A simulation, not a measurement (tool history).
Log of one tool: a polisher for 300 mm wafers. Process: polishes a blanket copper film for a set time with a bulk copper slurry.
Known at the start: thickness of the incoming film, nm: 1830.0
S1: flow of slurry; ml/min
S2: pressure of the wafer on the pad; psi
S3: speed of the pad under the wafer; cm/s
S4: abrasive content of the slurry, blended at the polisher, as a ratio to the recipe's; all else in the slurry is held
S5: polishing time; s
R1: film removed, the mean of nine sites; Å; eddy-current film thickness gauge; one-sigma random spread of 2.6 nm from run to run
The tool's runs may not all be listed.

run 1 hour=0.0 | S1=155 S2=2.2 S3=110 S4=1.0 S5=35 | R1=2415.0
run 2 hour=6.9 | S1=160 S2=2.3 S3=110 S4=1.0 S5=35 | R1=2482.2
run 3 hour=10.9 | S1=160 S2=2.3 S3=110 S4=1.0 S5=35 | R1=2536.8
run 4 hour=18.4 | S1=165 S2=2.4 S3=110 S4=1.0 S5=35 | R1=2612.4
run 5 hour=25.8 | S1=165 S2=2.5 S3=110 S4=1.0 S5=35 | R1=2702.4
run 6 hour=27.7 | S1=165 S2=2.3 S3=110 S4=1.0 S5=35 | R1=2488.9
run 7 hour=31.3 | S1=165 S2=2.4 S3=110 S4=1.0 S5=35 | R1=2614.0
run 8 hour=34.9 | S1=165 S2=2.5 S3=110 S4=1.0 S5=35 | R1=2725.5
run 9 hour=43.6 | S1=165 S2=2.6 S3=110 S4=1.0 S5=35 | R1=2780.1

Run 10 comes next. What will it give?
run 10 hour=47.0 | S1=165 S2=2.7 S3=110 S4=1.0 S5=35 | R1=?

R1: 2877.5 Å

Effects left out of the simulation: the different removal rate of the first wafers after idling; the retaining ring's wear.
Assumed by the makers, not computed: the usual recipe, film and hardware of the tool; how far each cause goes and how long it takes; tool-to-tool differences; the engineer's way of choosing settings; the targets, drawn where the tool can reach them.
